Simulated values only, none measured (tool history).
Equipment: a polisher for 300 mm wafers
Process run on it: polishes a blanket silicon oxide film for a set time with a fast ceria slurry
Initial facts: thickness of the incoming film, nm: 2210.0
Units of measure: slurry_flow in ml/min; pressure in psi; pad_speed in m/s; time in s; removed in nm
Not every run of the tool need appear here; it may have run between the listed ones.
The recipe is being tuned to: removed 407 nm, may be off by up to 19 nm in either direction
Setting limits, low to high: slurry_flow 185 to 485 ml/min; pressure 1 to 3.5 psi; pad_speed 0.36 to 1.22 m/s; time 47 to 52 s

Run 1, hour 0: slurry_flow 310 ml/min, pressure 2.2 psi, pad_speed 0.78 m/s, time 52 s. Result: removed 523.61 nm.
Run 2, hour 8.2: slurry_flow 310 ml/min, pressure 2.7 psi, pad_speed 0.78 m/s, time 52 s. Result: removed 641.09 nm.
Run 3, hour 14.1: slurry_flow 310 ml/min, pressure 2.2 psi, pad_speed 0.78 m/s, time 52 s. Result: removed 539.3 nm.
Run 4, hour 14.8: slurry_flow 375 ml/min, pressure 2.2 psi, pad_speed 0.78 m/s, time 52 s. Result: removed 527.24 nm.
Run 5, hour 16.4: slurry_flow 375 ml/min, pressure 2 psi, pad_speed 0.78 m/s, time 52 s. Result: removed 486.55 nm.
Run 6, hour 20.4: slurry_flow 375 ml/min, pressure 1.9 psi, pad_speed 0.78 m/s, time 52 s. Result: removed 462.34 nm.
Run 7, hour 25.6: slurry_flow 375 ml/min, pressure 1.8 psi, pad_speed 0.78 m/s, time 52 s. Result: removed 441.97 nm.
Run 8, hour 32.3: slurry_flow 375 ml/min, pressure 1.8 psi, pad_speed 0.78 m/s, time 52 s. Result: removed 432.66 nm.

Which one of the following 4 next-run settings gets every result inside its allowed miss? There is exactly one.
Run A, hour 39: slurry_flow 475 ml/min, pressure 2.2 psi, pad_speed 0.74 m/s, time 47 s. Result: removed ?.
Run B, hour 39: slurry_flow 355 ml/min, pressure 1.8 psi, pad_speed 0.84 m/s, time 51 s. Result: removed ?.
Run C, hour 39: slurry_flow 295 ml/min, pressure 1.9 psi, pad_speed 0.78 m/s, time 47 s. Result: removed ?.
Run D, hour 39: slurry_flow 365 ml/min, pressure 1.4 psi, pad_speed 1.02 m/s, time 52 s. Result: removed ?.

move  removed
   A   454.74
   B   449.09
   C   401.31
   D   432.77
A: misses by more than the last run did
B: misses by more than the last run did
C: all results land within tolerance of their targets
D: about the same distance from the targets as the last run
Answer: C
